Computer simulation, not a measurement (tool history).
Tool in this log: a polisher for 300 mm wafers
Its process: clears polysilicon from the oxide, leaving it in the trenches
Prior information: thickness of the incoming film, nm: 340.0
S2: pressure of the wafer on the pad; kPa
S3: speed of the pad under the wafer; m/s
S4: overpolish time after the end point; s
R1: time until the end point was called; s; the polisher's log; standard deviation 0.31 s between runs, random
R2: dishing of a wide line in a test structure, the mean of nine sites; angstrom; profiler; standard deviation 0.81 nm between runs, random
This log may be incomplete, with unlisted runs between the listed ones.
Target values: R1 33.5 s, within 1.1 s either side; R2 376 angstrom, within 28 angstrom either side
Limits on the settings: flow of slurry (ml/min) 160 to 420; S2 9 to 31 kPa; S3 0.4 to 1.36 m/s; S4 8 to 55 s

run 1 hour=0 | flow_of_slurry_(ml/min)=270 S2=20 S3=0.88 S4=28 | R1=25.255 R2=436.83
run 2 hour=4.9 | flow_of_slurry_(ml/min)=270 S2=20 S3=1.08 S4=28 | R1=20.234 R2=460.44
run 3 hour=13.3 | flow_of_slurry_(ml/min)=270 S2=20 S3=1.24 S4=28 | R1=18.026 R2=457.12
run 4 hour=15.5 | flow_of_slurry_(ml/min)=270 S2=24.1 S3=1.24 S4=28 | R1=15.033 R2=425.39
run 5 hour=23.3 | flow_of_slurry_(ml/min)=270 S2=24.1 S3=1.32 S4=28 | R1=13.958 R2=442.27
run 6 hour=29.9 | flow_of_slurry_(ml/min)=220 S2=24.1 S3=1.32 S4=28 | R1=14.408 R2=453.32
run 7 hour=30.4 | flow_of_slurry_(ml/min)=295 S2=18.6 S3=1.1 S4=23 | R1=21.477 R2=441.08
run 8 hour=35.5 | flow_of_slurry_(ml/min)=325 S2=17.2 S3=1.04 S4=19 | R1=23.826 R2=431.85
run 9 hour=37.1 | flow_of_slurry_(ml/min)=345 S2=16.5 S3=1 S4=16 | R1=25.831 R2=450.84
run 10 hour=45.6 | flow_of_slurry_(ml/min)=270 S2=11.7 S3=1 S4=30 | R1=37.047 R2=446.39
run 11 hour=50.5 | flow_of_slurry_(ml/min)=305 S2=11.7 S3=0.98 S4=25 | R1=37.05 R2=437.3
run 12 hour=52.9 | flow_of_slurry_(ml/min)=330 S2=11.7 S3=0.98 S4=22 | R1=36.759 R2=442.54
run 13 hour=60.3 | flow_of_slurry_(ml/min)=315 S2=12.4 S3=0.96 S4=19 | R1=35.989 R2=441.61
run 14 hour=63.7 | flow_of_slurry_(ml/min)=340 S2=12.4 S3=0.94 S4=20 | R1=36.239 R2=436.99
run 15 hour=71.1 | flow_of_slurry_(ml/min)=360 S2=13.1 S3=0.92 S4=25 | R1=35.517 R2=433.34
run 16 hour=79.5 | flow_of_slurry_(ml/min)=375 S2=13.8 S3=0.9 S4=32 | R1=33.972 R2=459.42
run 17 hour=87.4 | flow_of_slurry_(ml/min)=300 S2=16.5 S3=0.94 S4=18 | R1=28.009 R2=438.41
run 18 hour=90.3 | flow_of_slurry_(ml/min)=225 S2=13.1 S3=0.92 S4=8 | R1=36.766 R2=353.65
run 19 hour=94.3 | flow_of_slurry_(ml/min)=230 S2=13.1 S3=0.92 S4=9 | R1=36.83 R2=379.64
run 20 hour=99.3 | flow_of_slurry_(ml/min)=230 S2=13.8 S3=0.92 S4=9 | R1=35.104 R2=371.78

Consider the 5 candidate settings below. Which is the only one whose results all fall within their allowed miss of target?
run A hour=104.3 | flow_of_slurry_(ml/min)=260 S2=15.2 S3=0.86 S4=8 | R1=? R2=?
run B hour=104.3 | flow_of_slurry_(ml/min)=180 S2=13.8 S3=0.88 S4=8 | R1=? R2=?
run C hour=104.3 | flow_of_slurry_(ml/min)=275 S2=11.7 S3=0.96 S4=10 | R1=? R2=?
run D hour=104.3 | flow_of_slurry_(ml/min)=290 S2=15.2 S3=0.88 S4=22 | R1=? R2=?
run E hour=104.3 | flow_of_slurry_(ml/min)=185 S2=13.1 S3=0.96 S4=8 | R1=? R2=?

move=A R1=33.787 R2=364.95
move=B R1=38.158 R2=349.27
move=C R1=38.607 R2=375.5
move=D R1=32.657 R2=427.81
move=E R1=36.653 R2=354.62
A: every result within its allowed miss
B: moves away from the targets compared with the last run
C: moves away from the targets compared with the last run
D: brings the result that was furthest off to its target, and leaves another outside
E: moves away from the targets compared with the last run
A is the move that brings every result within its allowed miss.
